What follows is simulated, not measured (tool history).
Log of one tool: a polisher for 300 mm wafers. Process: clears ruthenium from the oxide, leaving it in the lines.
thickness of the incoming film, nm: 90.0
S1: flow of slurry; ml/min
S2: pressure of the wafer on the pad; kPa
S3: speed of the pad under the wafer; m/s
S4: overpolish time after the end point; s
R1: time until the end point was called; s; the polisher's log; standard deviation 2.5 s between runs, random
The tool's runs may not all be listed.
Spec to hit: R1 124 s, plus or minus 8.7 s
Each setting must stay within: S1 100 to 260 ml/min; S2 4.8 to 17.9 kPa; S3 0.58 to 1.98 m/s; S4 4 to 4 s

run,hour,S1,S2,S3,S4,R1
1,0,165,11,1.28,4,76.056
2,2.2,165,10.3,1.26,4,79.967
3,11,165,10.3,1.26,4,77.769
4,16.6,165,9,1.22,4,92.983
5,24.1,165,9,1.22,4,93.501
6,24.8,195,9,1.22,4,91.328
7,26.3,195,8.3,1.2,4,98.709
8,27.3,195,7.6,1.2,4,107.31

Below are 5 possible settings for the next run. Only one of them brings all results inside the allowed miss of their targets. Which is it?
A,28.3,255,4.8,1.32,4,?
B,28.3,250,8.3,1.08,4,?
C,28.3,215,6.9,1.66,4,?
D,28.3,200,6.2,0.86,4,?
E,28.3,175,9,0.72,4,?

move,R1
A,150.05
B,101.95
C,93.839
D,156.32
E,122.54
A: moves the result that the last run missed by most past its target, out the other side
B: lands further from the targets than the last run did
C: lands further from the targets than the last run did
D: moves the result that the last run missed by most past its target, out the other side
E: hits every target within its allowed miss
The right move is E.

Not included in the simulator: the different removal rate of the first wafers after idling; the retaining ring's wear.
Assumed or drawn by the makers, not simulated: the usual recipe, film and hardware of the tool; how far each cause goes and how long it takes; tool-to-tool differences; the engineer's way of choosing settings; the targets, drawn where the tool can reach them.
